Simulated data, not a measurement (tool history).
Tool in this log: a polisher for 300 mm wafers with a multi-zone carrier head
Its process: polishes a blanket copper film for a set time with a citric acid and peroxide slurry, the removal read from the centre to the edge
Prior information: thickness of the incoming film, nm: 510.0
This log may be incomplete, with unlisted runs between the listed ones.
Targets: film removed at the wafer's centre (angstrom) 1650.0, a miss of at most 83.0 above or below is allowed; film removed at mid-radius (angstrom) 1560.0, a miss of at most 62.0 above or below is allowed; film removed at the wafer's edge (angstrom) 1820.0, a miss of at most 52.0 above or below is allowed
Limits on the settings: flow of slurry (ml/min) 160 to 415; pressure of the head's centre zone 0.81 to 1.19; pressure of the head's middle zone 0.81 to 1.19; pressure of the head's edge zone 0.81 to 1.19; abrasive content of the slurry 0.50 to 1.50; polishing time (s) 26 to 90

run,hour,flow of slurry (ml/min),pressure of the head's centre zone,pressure of the head's middle zone,pressure of the head's edge zone,abrasive content of the slurry,polishing time (s),film removed at the wafer's centre (angstrom),film removed at mid-radius (angstrom),film removed at the wafer's edge (angstrom)
1,0.0,265,1.00,1.00,1.00,1.00,58,1175.9,1198.6,1178.9
2,2.9,265,1.00,0.99,1.02,1.05,60,1213.9,1226.0,1262.4
3,10.3,270,1.01,0.99,1.04,1.10,61,1263.0,1278.7,1310.4
4,18.0,270,1.02,0.98,1.06,1.15,62,1349.6,1294.3,1349.9
5,19.4,270,1.02,0.95,1.06,1.15,62,1332.4,1296.1,1330.0
6,27.4,270,1.02,0.87,1.06,1.15,62,1273.2,1181.5,1341.0
7,31.2,270,1.02,0.87,1.07,1.20,64,1368.6,1232.7,1407.0
8,34.0,270,1.01,0.87,1.08,1.25,65,1410.8,1270.1,1455.8
9,38.3,270,1.00,0.88,1.09,1.30,66,1452.6,1332.4,1499.3
10,45.6,270,0.99,0.88,1.10,1.30,67,1416.0,1340.3,1557.2

Pick the move, out of 4, that brings all results within their allowed miss; only one does.
A,52.9,325,0.96,0.85,1.07,1.20,80,?,?,?
B,52.9,285,1.11,0.83,1.12,1.10,77,?,?,?
C,52.9,285,1.11,0.81,1.13,1.40,76,?,?,?
D,52.9,255,1.13,0.82,1.05,1.35,74,?,?,?

move,film removed at the wafer's centre (angstrom),film removed at mid-radius (angstrom),film removed at the wafer's edge (angstrom)
A,1696.0,1518.6,1813.0
B,1829.3,1390.6,1734.7
C,1922.3,1435.4,1831.8
D,1872.3,1386.6,1692.9
A: every result within its allowed miss
B: closes in on the targets versus the last run, not all within tolerance yet
C: the worst result of the last run now meets its target, but another is out of spec
D: closes in on the targets versus the last run, not all within tolerance yet
Answer: A

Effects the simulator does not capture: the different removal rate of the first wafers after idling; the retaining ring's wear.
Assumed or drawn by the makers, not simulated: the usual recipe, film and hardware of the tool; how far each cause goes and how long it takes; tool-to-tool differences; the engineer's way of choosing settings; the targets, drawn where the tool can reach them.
